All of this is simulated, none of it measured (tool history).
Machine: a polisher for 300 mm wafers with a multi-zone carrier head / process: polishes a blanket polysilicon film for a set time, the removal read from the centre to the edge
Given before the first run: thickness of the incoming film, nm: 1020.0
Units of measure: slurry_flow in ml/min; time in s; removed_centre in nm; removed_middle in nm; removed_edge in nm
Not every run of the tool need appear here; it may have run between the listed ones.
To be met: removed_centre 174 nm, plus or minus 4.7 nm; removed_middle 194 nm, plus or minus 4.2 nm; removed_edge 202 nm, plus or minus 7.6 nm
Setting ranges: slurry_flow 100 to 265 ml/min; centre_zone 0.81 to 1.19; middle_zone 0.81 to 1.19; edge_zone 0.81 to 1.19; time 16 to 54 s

Run 1, hour 0: slurry_flow 170 ml/min, centre_zone 1, middle_zone 1, edge_zone 1, time 35 s. Result: removed_centre 147.17 nm, removed_middle 149.3 nm, removed_edge 150.78 nm.
Run 2, hour 2.6: slurry_flow 190 ml/min, centre_zone 1, middle_zone 1, edge_zone 1, time 35 s. Result: removed_centre 147.74 nm, removed_middle 149.12 nm, removed_edge 149.99 nm.
Run 3, hour 6.8: slurry_flow 190 ml/min, centre_zone 1.08, middle_zone 1, edge_zone 1, time 35 s. Result: removed_centre 159.46 nm, removed_middle 150.64 nm, removed_edge 150.85 nm.
Run 4, hour 8: slurry_flow 190 ml/min, centre_zone 1.08, middle_zone 1.05, edge_zone 1, time 35 s. Result: removed_centre 160.28 nm, removed_middle 158.34 nm, removed_edge 153.59 nm.
Run 5, hour 12.8: slurry_flow 180 ml/min, centre_zone 1.07, middle_zone 1.06, edge_zone 1.04, time 36 s. Result: removed_centre 162.04 nm, removed_middle 160.8 nm, removed_edge 156.68 nm.
Run 6, hour 20.1: slurry_flow 145 ml/min, centre_zone 1.07, middle_zone 1.06, edge_zone 1.04, time 36 s. Result: removed_centre 155.76 nm, removed_middle 156.79 nm, removed_edge 151.04 nm.
Run 7, hour 26.9: slurry_flow 165 ml/min, centre_zone 1.04, middle_zone 1.07, edge_zone 1.07, time 37 s. Result: removed_centre 158.75 nm, removed_middle 165.4 nm, removed_edge 160.69 nm.
Run 8, hour 28.5: slurry_flow 180 ml/min, centre_zone 1.02, middle_zone 1.07, edge_zone 1.09, time 38 s. Result: removed_centre 162.21 nm, removed_middle 172.78 nm, removed_edge 166.85 nm.
Run 9, hour 35.1: slurry_flow 190 ml/min, centre_zone 1, middle_zone 1.06, edge_zone 1.11, time 39 s. Result: removed_centre 165.7 nm, removed_middle 176.73 nm, removed_edge 177.03 nm.
Run 10, hour 40.7: slurry_flow 200 ml/min, centre_zone 0.99, middle_zone 1.06, edge_zone 1.12, time 39 s. Result: removed_centre 166.97 nm, removed_middle 177.74 nm, removed_edge 178.87 nm.
Run 11, hour 46.5: slurry_flow 200 ml/min, centre_zone 0.99, middle_zone 1.06, edge_zone 1.12, time 39 s. Result: removed_centre 164.92 nm, removed_middle 179.5 nm, removed_edge 178.07 nm.
Run 12, hour 54.9: slurry_flow 210 ml/min, centre_zone 0.98, middle_zone 1.06, edge_zone 1.13, time 39 s. Result: removed_centre 164.36 nm, removed_middle 177.97 nm, removed_edge 179.27 nm.

Which single option among these 5 for the next run brings every result within its allowed miss of target? Just one does.
Run A, hour 63.3: slurry_flow 245 ml/min, centre_zone 0.91, middle_zone 1, edge_zone 1.12, time 44 s. Result: removed_centre ?, removed_middle ?, removed_edge ?.
Run B, hour 63.3: slurry_flow 235 ml/min, centre_zone 0.88, middle_zone 1.15, edge_zone 1.06, time 39 s. Result: removed_centre ?, removed_middle ?, removed_edge ?.
Run C, hour 63.3: slurry_flow 195 ml/min, centre_zone 0.86, middle_zone 1.11, edge_zone 1.14, time 43 s. Result: removed_centre ?, removed_middle ?, removed_edge ?.
Run D, hour 63.3: slurry_flow 230 ml/min, centre_zone 0.89, middle_zone 1.05, edge_zone 1.19, time 42 s. Result: removed_centre ?, removed_middle ?, removed_edge ?.
Run E, hour 63.3: slurry_flow 205 ml/min, centre_zone 0.81, middle_zone 1.01, edge_zone 1.19, time 43 s. Result: removed_centre ?, removed_middle ?, removed_edge ?.

move  removed_centre  removed_middle  removed_edge
   A          173.82           193.6        203.77
   B          148.33          192.48        174.91
   C          155.72          201.18         196.5
   D          161.01          191.23        199.24
   E          147.54          186.88        201.99
A: in spec on every target
B: the worst result of the last run now meets its target, but another is out of spec
C: the result that was furthest off in the last run now lies on the other side of its target
D: the worst result of the last run now meets its target, but another is out of spec
E: the biggest miss grows against the last run
Move A is the one to make.
